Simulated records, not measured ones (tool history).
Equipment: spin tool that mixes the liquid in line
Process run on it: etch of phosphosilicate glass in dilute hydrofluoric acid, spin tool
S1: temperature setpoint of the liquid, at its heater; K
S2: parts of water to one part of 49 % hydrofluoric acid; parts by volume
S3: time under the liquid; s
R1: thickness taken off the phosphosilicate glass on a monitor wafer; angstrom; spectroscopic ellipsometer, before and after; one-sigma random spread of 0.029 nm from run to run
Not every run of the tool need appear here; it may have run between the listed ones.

| run | hour | S1 | S2 | S3 | R1 |
|---|---|---|---|---|---|
| 1 | 0.0 | 294.15 | 225 | 15 | 36.936 |
| 2 | 8.9 | 294.15 | 295 | 15 | 26.441 |
| 3 | 12.2 | 294.15 | 295 | 15 | 26.324 |
| 4 | 16.3 | 295.65 | 285 | 15 | 28.762 |
| 5 | 19.0 | 296.65 | 285 | 15 | 30.325 |
| 6 | 25.4 | 297.65 | 275 | 15 | 32.730 |
| 7 | 29.1 | 298.65 | 265 | 15 | 36.078 |
| 8 | 30.0 | 299.15 | 260 | 15 | 37.052 |
| 9 | 34.8 | 299.65 | 255 | 15 | 38.726 |
| 10 | 39.5 | 300.15 | 250 | 15 | 40.532 |
| 11 | 46.6 | 300.65 | 250 | 15 | 41.630 |

Forecast run 12:
| 12 | 54.7 | 301.15 | 250 | 15 | ? |

R1: 41.954 angstrom

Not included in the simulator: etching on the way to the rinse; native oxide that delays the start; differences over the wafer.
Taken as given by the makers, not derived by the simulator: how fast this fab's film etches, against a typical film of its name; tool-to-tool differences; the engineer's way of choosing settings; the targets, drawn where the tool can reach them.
